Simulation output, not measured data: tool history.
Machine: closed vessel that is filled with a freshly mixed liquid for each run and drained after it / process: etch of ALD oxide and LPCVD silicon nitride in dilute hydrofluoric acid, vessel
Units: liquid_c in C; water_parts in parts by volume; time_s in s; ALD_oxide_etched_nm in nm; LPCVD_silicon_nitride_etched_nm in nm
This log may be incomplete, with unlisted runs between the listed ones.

run    day  liquid_c  water_parts  time_s  ALD_oxide_etched_nm  LPCVD_silicon_nitride_etched_nm
  1  0.000      20.0           50      60              15.7560                          0.40151
  2  0.150      20.0           60      60              13.2000                          0.31309
  3  0.412      23.0           60      60              14.8850                          0.43268
  4  0.550      21.5           65      60              12.9320                          0.34215
  5  0.629      20.5           70      60              11.5490                          0.26868
  6  0.942      20.5           75      60              10.4430                          0.28805

For run 7, what comes out?
     1.258  -- thermometer replaced
  7  1.258      19.5           75      60                    ?                                ?

ALD_oxide_etched_nm: 9.3617 nm
LPCVD_silicon_nitride_etched_nm: 0.24493 nm

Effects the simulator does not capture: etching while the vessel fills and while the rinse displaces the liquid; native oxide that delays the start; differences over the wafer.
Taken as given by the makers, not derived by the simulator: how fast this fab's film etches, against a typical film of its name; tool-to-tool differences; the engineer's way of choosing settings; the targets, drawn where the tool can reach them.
